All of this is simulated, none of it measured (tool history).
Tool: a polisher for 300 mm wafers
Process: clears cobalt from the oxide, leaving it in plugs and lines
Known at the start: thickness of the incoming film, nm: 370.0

run	hour	flow of slurry (ml/min)	pressure of the wafer on the pad (psi)	speed of the pad under the wafer (m/s)	overpolish time after the end point (s)	time until the end point was called (s)	dishing of a wide line in a test structure (angstrom)
1	0	130	2.1	1.06	25	74.483	503.39
2	6.5	130	2.1	1.16	25	66.081	499.19
3	11.8	130	2.2	1.16	26	65.92	531.29
4	15.7	130	1.8	1.16	26	78.27	499.64
5	19.7	130	1.8	1.32	26	68.682	508.71
6	27.2	130	1.8	1.32	20	72.611	478.91

The next listed run, before its measurement:
7	31.6	130	1.9	1.32	21	?	?

{"run 7": {"time until the end point was called (s)": 63.88, "dishing of a wide line in a test structure (angstrom)": 490.01}}
